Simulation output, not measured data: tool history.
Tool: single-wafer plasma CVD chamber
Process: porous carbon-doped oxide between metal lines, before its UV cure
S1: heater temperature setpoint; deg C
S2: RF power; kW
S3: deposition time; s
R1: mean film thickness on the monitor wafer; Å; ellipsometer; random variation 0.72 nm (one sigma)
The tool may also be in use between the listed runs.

{"run": 1, "hour": 0.0, "S1": 310, "S2": 0.385, "S3": 27, "R1": 1129.3}
{"run": 2, "hour": 3.7, "S1": 310, "S2": 0.345, "S3": 27, "R1": 1018.1}
{"run": 3, "hour": 7.0, "S1": 310, "S2": 0.38, "S3": 27, "R1": 1113.6}
{"run": 4, "hour": 13.4, "S1": 321, "S2": 0.38, "S3": 27, "R1": 1058.7}
{"run": 5, "hour": 19.9, "S1": 313, "S2": 0.405, "S3": 27, "R1": 1175.8}
{"run": 6, "hour": 24.4, "S1": 313, "S2": 0.38, "S3": 27, "R1": 1099.4}
{"run": 7, "hour": 30.9, "S1": 307, "S2": 0.4, "S3": 27, "R1": 1197}
{"run": 8, "hour": 39.8, "S1": 302, "S2": 0.41, "S3": 27, "R1": 1250.9}
{"run": 9, "hour": 44.8, "S1": 298, "S2": 0.42, "S3": 27, "R1": 1300.3}

Forecast run 10:
{"run": 10, "hour": 50.2, "S1": 295, "S2": 0.43, "S3": 27, "R1": "?"}

Run 10 gave R1 1364.1 Å.
